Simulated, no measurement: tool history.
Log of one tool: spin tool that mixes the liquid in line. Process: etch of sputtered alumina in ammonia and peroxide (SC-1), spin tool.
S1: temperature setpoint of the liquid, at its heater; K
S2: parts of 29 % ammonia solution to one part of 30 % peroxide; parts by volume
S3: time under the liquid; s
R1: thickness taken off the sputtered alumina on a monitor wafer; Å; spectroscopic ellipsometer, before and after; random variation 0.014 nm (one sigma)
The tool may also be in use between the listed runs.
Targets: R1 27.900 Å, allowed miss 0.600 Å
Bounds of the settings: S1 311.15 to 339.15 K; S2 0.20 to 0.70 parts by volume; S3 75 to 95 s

run	hour	S1	S2	S3	R1
1	0.0	323.15	0.40	95	58.164
2	4.4	328.65	0.40	95	78.144
3	5.2	326.15	0.40	95	68.226
4	8.9	326.15	0.45	95	68.642
5	14.9	319.15	0.45	95	46.990
6	21.5	317.15	0.45	90	39.950
7	24.0	315.65	0.45	90	36.303
8	25.1	314.65	0.45	90	34.171

4 next moves are on the table. One of them brings every result within its allowed miss. Which?
A	26.2	319.15	0.70	90	?
B	26.2	314.15	0.50	75	?
C	26.2	312.65	0.55	75	?
D	26.2	313.15	0.50	75	?

move	R1
A	46.679
B	28.247
C	26.094
D	26.633
A: further off than the last run
B: meets every target
C: takes the result that was furthest off past its target
D: takes the result that was furthest off past its target
The right move is B.
